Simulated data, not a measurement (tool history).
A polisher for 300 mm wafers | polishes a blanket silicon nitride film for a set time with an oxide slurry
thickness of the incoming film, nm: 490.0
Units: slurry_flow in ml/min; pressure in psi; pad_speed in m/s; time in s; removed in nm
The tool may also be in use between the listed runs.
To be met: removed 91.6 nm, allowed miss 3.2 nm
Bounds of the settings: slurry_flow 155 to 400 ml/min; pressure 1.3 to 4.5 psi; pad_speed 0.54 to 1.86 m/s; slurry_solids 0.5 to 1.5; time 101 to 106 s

run 1 hour=0 | slurry_flow=255 pressure=2.9 pad_speed=1.18 slurry_solids=1 time=101 | removed=67.247
run 2 hour=8.5 | slurry_flow=255 pressure=3 pad_speed=1.18 slurry_solids=1 time=101 | removed=70.622
run 3 hour=17 | slurry_flow=255 pressure=3 pad_speed=1.18 slurry_solids=1 time=101 | removed=68.238
run 4 hour=20.3 | slurry_flow=255 pressure=3.1 pad_speed=1.18 slurry_solids=1 time=101 | removed=72.194
run 5 hour=26.6 | slurry_flow=255 pressure=3.2 pad_speed=1.18 slurry_solids=1 time=101 | removed=74.56
run 6 hour=27.2 | slurry_flow=255 pressure=3.3 pad_speed=1.18 slurry_solids=1 time=101 | removed=76.038
run 7 hour=30.3 | slurry_flow=255 pressure=3.4 pad_speed=1.18 slurry_solids=1 time=101 | removed=79.078
run 8 hour=33.1 | slurry_flow=255 pressure=3.5 pad_speed=1.18 slurry_solids=1 time=101 | removed=82.847
run 9 hour=37.3 | slurry_flow=260 pressure=3.8 pad_speed=1.18 slurry_solids=1 time=101 | removed=87.58

Which of these 5 next moves meets every target?
run A hour=41.5 | slurry_flow=250 pressure=3.9 pad_speed=1.1 slurry_solids=0.85 time=105 | removed=?
run B hour=41.5 | slurry_flow=235 pressure=3.9 pad_speed=1.24 slurry_solids=0.95 time=101 | removed=?
run C hour=41.5 | slurry_flow=205 pressure=4.1 pad_speed=1 slurry_solids=1.05 time=102 | removed=?
run D hour=41.5 | slurry_flow=280 pressure=3.7 pad_speed=1.1 slurry_solids=1.05 time=102 | removed=?
run E hour=41.5 | slurry_flow=215 pressure=3.6 pad_speed=1.16 slurry_solids=0.85 time=105 | removed=?

move=A removed=86.126
move=B removed=93.778
move=C removed=85.263
move=D removed=85.415
move=E removed=82.057
A: further off than the last run
B: meets every target
C: further off than the last run
D: further off than the last run
E: further off than the last run
The right move is B.
